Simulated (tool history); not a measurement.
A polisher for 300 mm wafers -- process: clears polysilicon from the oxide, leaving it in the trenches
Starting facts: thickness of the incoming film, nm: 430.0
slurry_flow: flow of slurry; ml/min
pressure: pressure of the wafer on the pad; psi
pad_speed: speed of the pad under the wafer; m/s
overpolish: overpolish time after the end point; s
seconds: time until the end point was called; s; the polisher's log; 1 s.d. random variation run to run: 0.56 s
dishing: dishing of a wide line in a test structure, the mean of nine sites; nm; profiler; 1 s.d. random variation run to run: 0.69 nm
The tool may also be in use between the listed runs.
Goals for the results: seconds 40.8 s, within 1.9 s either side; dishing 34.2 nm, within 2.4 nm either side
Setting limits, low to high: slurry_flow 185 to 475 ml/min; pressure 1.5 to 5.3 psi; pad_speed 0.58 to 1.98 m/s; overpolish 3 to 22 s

| run | hour | slurry_flow | pressure | pad_speed | overpolish | seconds | dishing |
|---|---|---|---|---|---|---|---|
| 1 | 0 | 305 | 3.4 | 1.28 | 11 | 21.636 | 43.804 |
| 2 | 3.5 | 305 | 4.2 | 1.28 | 11 | 17.669 | 43.178 |
| 3 | 11.4 | 300 | 3.7 | 1.08 | 8 | 22.843 | 42.936 |
| 4 | 18.9 | 300 | 4.3 | 1.08 | 8 | 19.658 | 44.049 |
|  | 26.9 | head pressure recalibrated |
| 5 | 26.9 | 300 | 4.3 | 1.08 | 4 | 20.975 | 39.397 |
| 6 | 29.4 | 300 | 4.3 | 1.3 | 4 | 18.386 | 38.016 |
| 7 | 31.5 | 265 | 3.4 | 1.28 | 4 | 23.611 | 36.761 |
| 8 | 36.5 | 250 | 2.8 | 1.26 | 4 | 28.569 | 33.749 |
| 9 | 42.4 | 250 | 2.8 | 1.26 | 4 | 28.73 | 31.583 |
| 10 | 45.1 | 250 | 2.8 | 1.26 | 4 | 28.461 | 33.566 |
| 11 | 49 | 255 | 2.4 | 1.22 | 5 | 33.867 | 34.079 |
| 12 | 57.1 | 260 | 2.2 | 1.22 | 5 | 37.286 | 33.807 |

Which single option among these 4 for the next run brings every result within its allowed miss of target? Just one does.
| A | 65.2 | 320 | 2.4 | 1.16 | 5 | ? | ? |
| B | 65.2 | 260 | 2.2 | 1.08 | 6 | ? | ? |
| C | 65.2 | 210 | 2.3 | 1.26 | 5 | ? | ? |
| D | 65.2 | 245 | 2.3 | 1.2 | 5 | ? | ? |

| move | seconds | dishing |
|---|---|---|
| A | 35.147 | 34.512 |
| B | 41.294 | 34.827 |
| C | 36.024 | 34.141 |
| D | 36.674 | 33.869 |
A: its largest miss is bigger than the last run's
B: meets every target
C: its largest miss is bigger than the last run's
D: its largest miss is bigger than the last run's
B is the move that brings every result within its allowed miss.
